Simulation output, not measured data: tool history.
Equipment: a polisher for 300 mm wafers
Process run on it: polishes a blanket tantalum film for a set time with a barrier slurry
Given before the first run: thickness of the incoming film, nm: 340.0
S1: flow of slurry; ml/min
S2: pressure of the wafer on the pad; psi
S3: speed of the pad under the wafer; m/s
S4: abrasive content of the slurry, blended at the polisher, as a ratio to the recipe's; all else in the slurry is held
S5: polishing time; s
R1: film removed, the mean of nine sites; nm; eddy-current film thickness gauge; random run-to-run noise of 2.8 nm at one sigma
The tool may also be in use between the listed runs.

run	day	S1	S2	S3	S4	S5	R1
1	0	190	2.2	1.14	1	75	174.75
2	0.229	150	2.2	1.14	1	75	170.71
3	0.258	150	2.2	1.14	1	75	169.1
4	0.425	150	2.3	1.14	1	75	174.96
5	0.671	155	2.4	1.14	1	75	180.3
6	0.942	155	2.4	0.98	1	75	159.13
7	1.096	155	2.6	0.98	1	75	164.53
8	1.338	155	2.8	1	1	75	182.81
9	1.408	155	2.9	1	1	75	189.34

What will run 10 give?
10	1.779	155	3	1	1	75	?

R1: 197.35 nm

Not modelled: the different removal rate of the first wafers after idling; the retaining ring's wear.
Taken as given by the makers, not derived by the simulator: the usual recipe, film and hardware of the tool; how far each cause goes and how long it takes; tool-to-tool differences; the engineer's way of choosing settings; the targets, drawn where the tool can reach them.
